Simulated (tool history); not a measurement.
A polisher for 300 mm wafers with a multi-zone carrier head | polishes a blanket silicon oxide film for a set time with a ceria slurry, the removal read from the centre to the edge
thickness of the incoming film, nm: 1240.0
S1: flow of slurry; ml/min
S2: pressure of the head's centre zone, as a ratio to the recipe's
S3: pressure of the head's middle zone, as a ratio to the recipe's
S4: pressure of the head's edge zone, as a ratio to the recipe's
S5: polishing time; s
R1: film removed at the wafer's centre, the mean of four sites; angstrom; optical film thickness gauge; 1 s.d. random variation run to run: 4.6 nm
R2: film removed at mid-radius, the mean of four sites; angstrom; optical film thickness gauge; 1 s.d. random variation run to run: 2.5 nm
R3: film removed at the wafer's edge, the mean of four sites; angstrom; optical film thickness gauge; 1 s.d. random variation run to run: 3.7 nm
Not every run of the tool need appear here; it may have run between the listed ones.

| run | hour | S1 | S2 | S3 | S4 | S5 | R1 | R2 | R3 |
|---|---|---|---|---|---|---|---|---|---|
| 1 | 0.0 | 180 | 1.00 | 1.00 | 1.00 | 55 | 3804.6 | 3747.6 | 3829.3 |
| 2 | 5.5 | 180 | 1.00 | 1.07 | 1.00 | 55 | 3839.2 | 3920.5 | 3851.5 |
| 3 | 6.7 | 145 | 1.00 | 1.07 | 1.00 | 55 | 3673.6 | 3747.4 | 3655.1 |
| 4 | 7.8 | 135 | 1.01 | 1.05 | 0.96 | 53 | 3442.4 | 3558.2 | 3454.4 |
| 5 | 13.5 | 130 | 1.05 | 1.04 | 0.94 | 51 | 3446.5 | 3430.2 | 3306.3 |
| 6 | 20.6 | 130 | 1.05 | 1.11 | 0.94 | 51 | 3528.5 | 3545.7 | 3273.6 |
| 7 | 24.2 | 130 | 1.07 | 1.09 | 0.93 | 50 | 3497.3 | 3392.9 | 3201.8 |
| 8 | 26.8 | 125 | 1.08 | 1.08 | 0.92 | 49 | 3348.7 | 3329.0 | 3067.4 |

The next listed run, before its measurement:
| 9 | 27.6 | 125 | 1.10 | 1.06 | 0.92 | 49 | ? | ? | ? |

Run 9 measured R1 3483.9 angstrom, R2 3280.3 angstrom, R3 3119.3 angstrom.
